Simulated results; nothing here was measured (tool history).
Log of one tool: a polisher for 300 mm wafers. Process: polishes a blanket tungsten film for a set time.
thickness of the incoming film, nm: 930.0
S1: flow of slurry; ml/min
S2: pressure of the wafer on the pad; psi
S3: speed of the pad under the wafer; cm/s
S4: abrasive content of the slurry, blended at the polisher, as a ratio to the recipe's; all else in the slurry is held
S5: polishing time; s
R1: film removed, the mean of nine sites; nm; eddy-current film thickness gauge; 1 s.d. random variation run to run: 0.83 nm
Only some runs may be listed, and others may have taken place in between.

| run | hour | S1 | S2 | S3 | S4 | S5 | R1 |
|---|---|---|---|---|---|---|---|
| 1 | 0 | 300 | 3.1 | 84 | 1 | 44 | 160.7 |
| 2 | 2.5 | 300 | 3.1 | 94 | 1 | 44 | 180.09 |
| 3 | 5.3 | 300 | 3.1 | 94 | 0.8 | 44 | 165.8 |
| 4 | 9 | 300 | 2.7 | 92 | 0.8 | 44 | 143.56 |
| 5 | 10.7 | 300 | 2.4 | 90 | 0.8 | 44 | 125.61 |
| 6 | 15.5 | 300 | 2.4 | 90 | 0.8 | 44 | 126.07 |
| 7 | 17.1 | 300 | 2.2 | 90 | 0.8 | 44 | 113.32 |

What does the tool deliver on the next run?
| 8 | 22.7 | 300 | 2.2 | 90 | 0.8 | 44 | ? |

{"run 8": {"R1": 115.32}}
